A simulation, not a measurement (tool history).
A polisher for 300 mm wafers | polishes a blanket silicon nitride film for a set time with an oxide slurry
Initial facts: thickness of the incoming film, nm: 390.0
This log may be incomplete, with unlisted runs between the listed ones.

run,hour,flow of slurry (ml/min),pressure of the wafer on the pad (psi),speed of the pad under the wafer (m/s),abrasive content of the slurry,polishing time (s),film removed (Å)
1,0,220,4.8,1.28,1,22,210.63
2,2.5,220,5.3,1.3,1,22,229.76
3,7.2,220,5.8,1.32,1,22,255.61
4,10.8,260,5.8,1.32,1,22,255.96
5,14.7,260,5.8,1.32,1,20,231.25
6,17.3,260,5.8,1.32,0.85,20,213.26
7,21,260,6.2,1.38,0.85,20,238.95

The next listed run, before its measurement:
8,27.3,260,6.5,1.42,0.85,20,?

Run 8 produced film removed (Å) 254.52.
